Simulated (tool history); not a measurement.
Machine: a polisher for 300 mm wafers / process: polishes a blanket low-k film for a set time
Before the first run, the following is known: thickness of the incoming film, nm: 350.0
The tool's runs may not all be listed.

run,day,flow of slurry (ml/min),pressure of the wafer on the pad (psi),speed of the pad under the wafer (cm/s),abrasive content of the slurry,polishing time (s),film removed (nm)
1,0.000,180,2.0,128,1.0,60,26.054
2,0.054,180,2.0,128,1.0,63,27.137
3,0.388,180,2.0,146,1.0,63,30.269
4,0.508,180,2.3,146,1.0,63,32.637
5,0.821,180,2.3,146,1.0,63,33.576
6,0.933,180,2.3,146,1.0,60,31.213
7,1.038,180,2.1,144,1.0,60,29.089

The next listed run, before its measurement:
8,1.275,175,1.5,134,1.0,60,?

film removed (nm): 22.768

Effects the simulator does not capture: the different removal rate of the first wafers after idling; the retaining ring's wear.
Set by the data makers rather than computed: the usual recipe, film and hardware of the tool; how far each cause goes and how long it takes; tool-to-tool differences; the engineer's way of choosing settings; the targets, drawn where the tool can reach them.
